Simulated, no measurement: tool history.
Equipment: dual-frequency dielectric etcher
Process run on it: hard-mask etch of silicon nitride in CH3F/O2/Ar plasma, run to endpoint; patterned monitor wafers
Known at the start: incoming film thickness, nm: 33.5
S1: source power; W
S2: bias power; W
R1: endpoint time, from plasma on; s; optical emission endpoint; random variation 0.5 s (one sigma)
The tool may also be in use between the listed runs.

run 1 hour=0 | S1=350 S2=74 | R1=51.589
run 2 hour=1.2 | S1=410 S2=74 | R1=48.646
run 3 hour=4.6 | S1=410 S2=65 | R1=50.756
run 4 hour=7.7 | S1=470 S2=65 | R1=47.866
run 5 hour=13.9 | S1=470 S2=75 | R1=45.835
run 6 hour=18.8 | S1=420 S2=75 | R1=48.246

Forecast run 7:
run 7 hour=21.8 | S1=360 S2=67 | R1=?

Run 7 came out at R1 52.465 s.

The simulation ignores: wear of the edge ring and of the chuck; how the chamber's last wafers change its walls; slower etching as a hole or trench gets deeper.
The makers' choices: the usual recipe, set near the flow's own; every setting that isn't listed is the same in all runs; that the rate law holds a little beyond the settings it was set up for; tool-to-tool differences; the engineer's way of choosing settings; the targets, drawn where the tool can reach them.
